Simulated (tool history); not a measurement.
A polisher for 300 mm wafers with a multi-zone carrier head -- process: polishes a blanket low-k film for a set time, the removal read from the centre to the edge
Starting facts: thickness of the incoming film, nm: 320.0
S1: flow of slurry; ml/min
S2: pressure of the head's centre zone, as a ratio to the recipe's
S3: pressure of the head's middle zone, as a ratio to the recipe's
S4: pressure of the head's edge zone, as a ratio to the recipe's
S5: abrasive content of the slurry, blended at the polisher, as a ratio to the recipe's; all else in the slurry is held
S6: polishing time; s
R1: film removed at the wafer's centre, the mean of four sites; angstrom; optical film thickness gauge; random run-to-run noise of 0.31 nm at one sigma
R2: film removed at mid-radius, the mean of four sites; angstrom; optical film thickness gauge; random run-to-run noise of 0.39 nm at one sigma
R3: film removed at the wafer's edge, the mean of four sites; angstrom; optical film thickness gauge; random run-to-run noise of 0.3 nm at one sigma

run,day,S1,S2,S3,S4,S5,S6,R1,R2,R3
1,0.000,230,1.00,1.00,1.00,1.00,78,260.78,260.04,265.98
2,0.258,230,1.00,1.00,1.00,1.00,63,209.72,217.13,212.49
3,0.338,235,1.01,1.02,1.03,1.10,65,228.19,233.30,232.76
4,0.638,260,1.01,1.02,1.03,1.10,65,232.22,235.17,233.37
5,0.775,295,1.01,1.02,1.03,1.10,65,236.84,237.48,238.90
6,0.942,295,1.01,1.02,1.03,1.10,77,283.13,280.16,280.24
7,1.300,295,1.01,1.04,1.05,1.15,77,287.11,290.05,290.67
8,1.625,295,1.01,1.06,1.07,1.20,77,298.64,301.12,294.87
9,1.717,295,1.00,1.07,1.08,1.25,77,294.06,303.84,303.86
10,1.942,300,1.00,1.09,1.09,1.30,77,296.59,314.25,308.07
11,2.112,305,1.00,1.10,1.10,1.35,77,305.18,317.96,317.01
12,2.179,310,1.00,1.11,1.11,1.40,77,306.53,322.34,323.62
13,2.308,315,1.00,1.12,1.11,1.40,77,309.88,336.43,319.70
14,2.500,320,1.00,1.12,1.12,1.40,77,313.68,331.36,324.58
15,2.692,320,1.00,1.13,1.13,1.40,77,309.70,338.61,328.08

The next listed run, before its measurement:
16,2.754,325,1.01,1.13,1.14,1.40,77,?,?,?

R1: 313.50 angstrom
R2: 330.72 angstrom
R3: 328.56 angstrom
